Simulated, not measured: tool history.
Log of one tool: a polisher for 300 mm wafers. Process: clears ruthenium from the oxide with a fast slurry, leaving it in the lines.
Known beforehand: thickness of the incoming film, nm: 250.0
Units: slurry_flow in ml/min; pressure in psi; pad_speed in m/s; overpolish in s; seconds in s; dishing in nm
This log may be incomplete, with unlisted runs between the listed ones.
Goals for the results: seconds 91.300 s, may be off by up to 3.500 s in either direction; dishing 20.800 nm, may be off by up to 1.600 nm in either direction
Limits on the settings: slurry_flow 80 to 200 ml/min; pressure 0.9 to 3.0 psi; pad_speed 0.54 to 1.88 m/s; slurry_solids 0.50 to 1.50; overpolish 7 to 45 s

run 1 hour=0.0 | slurry_flow=130 pressure=1.9 pad_speed=1.20 slurry_solids=1.00 overpolish=23 | seconds=75.399 dishing=57.353
run 2 hour=3.7 | slurry_flow=115 pressure=1.9 pad_speed=1.20 slurry_solids=1.00 overpolish=23 | seconds=77.354 dishing=54.444
run 3 hour=12.5 | slurry_flow=115 pressure=1.9 pad_speed=0.90 slurry_solids=1.00 overpolish=23 | seconds=99.129 dishing=44.837
run 4 hour=20.2 | slurry_flow=110 pressure=1.9 pad_speed=0.90 slurry_solids=1.00 overpolish=21 | seconds=101.530 dishing=43.503
run 5 hour=23.0 | slurry_flow=135 pressure=1.9 pad_speed=0.90 slurry_solids=1.00 overpolish=21 | seconds=96.427 dishing=44.837
run 6 hour=25.5 | slurry_flow=135 pressure=1.9 pad_speed=0.90 slurry_solids=1.00 overpolish=11 | seconds=97.038 dishing=23.783
run 7 hour=34.6 | slurry_flow=150 pressure=2.0 pad_speed=0.90 slurry_solids=1.00 overpolish=7 | seconds=90.244 dishing=16.347
run 8 hour=42.3 | slurry_flow=120 pressure=2.0 pad_speed=0.90 slurry_solids=1.00 overpolish=8 | seconds=95.618 dishing=17.390

4 candidate next runs follow, results not yet known. Just one meets every target within its allowed miss. Identify it.
run A hour=50.0 | slurry_flow=140 pressure=2.0 pad_speed=1.06 slurry_solids=0.90 overpolish=7 | seconds=? dishing=?
run B hour=50.0 | slurry_flow=120 pressure=1.8 pad_speed=0.86 slurry_solids=1.15 overpolish=12 | seconds=? dishing=?
run C hour=50.0 | slurry_flow=120 pressure=2.2 pad_speed=0.86 slurry_solids=0.95 overpolish=9 | seconds=? dishing=?
run D hour=50.0 | slurry_flow=95 pressure=2.2 pad_speed=0.90 slurry_solids=1.00 overpolish=7 | seconds=? dishing=?

move=A seconds=81.830 dishing=17.440
move=B seconds=102.020 dishing=23.589
move=C seconds=90.982 dishing=20.029
move=D seconds=91.015 dishing=15.750
A: misses by more than the last run did
B: pushes the last run's worst result past its target
C: each result inside its tolerance
D: misses by more than the last run did
So the answer is move C, the one that meets all the targets.

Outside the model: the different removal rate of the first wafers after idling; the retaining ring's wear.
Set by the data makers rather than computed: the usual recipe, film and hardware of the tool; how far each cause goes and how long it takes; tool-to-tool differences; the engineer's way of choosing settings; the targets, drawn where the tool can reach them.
